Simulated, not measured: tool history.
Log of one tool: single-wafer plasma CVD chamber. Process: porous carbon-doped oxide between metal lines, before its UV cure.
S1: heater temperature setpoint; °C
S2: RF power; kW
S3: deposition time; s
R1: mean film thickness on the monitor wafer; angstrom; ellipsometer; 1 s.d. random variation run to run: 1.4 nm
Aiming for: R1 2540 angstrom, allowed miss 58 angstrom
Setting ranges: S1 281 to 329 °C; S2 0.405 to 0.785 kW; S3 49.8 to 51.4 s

run,hour,S1,S2,S3,R1
1,0,305,0.595,49.8,2879.6
2,3.3,310,0.595,49.8,2815.1
3,12.1,306,0.595,49.8,2873.4
4,20.8,310,0.585,49.8,2832.1
5,22.2,306,0.585,49.8,2832.8
6,31,295,0.585,49.8,3001.4
7,31.9,301,0.57,49.8,2880.9
8,35.7,306,0.555,49.8,2789.9

Which of these 4 next moves meets every target?
A,39.5,308,0.61,51.4,?
B,39.5,301,0.575,51.4,?
C,39.5,297,0.54,49.8,?
D,39.5,317,0.515,49.8,?

move,R1
A,2969.4
B,2990.4
C,2875.7
D,2557.2
A: further off than the last run
B: further off than the last run
C: further off than the last run
D: hits every target within its allowed miss
Go with D: it meets all targets.
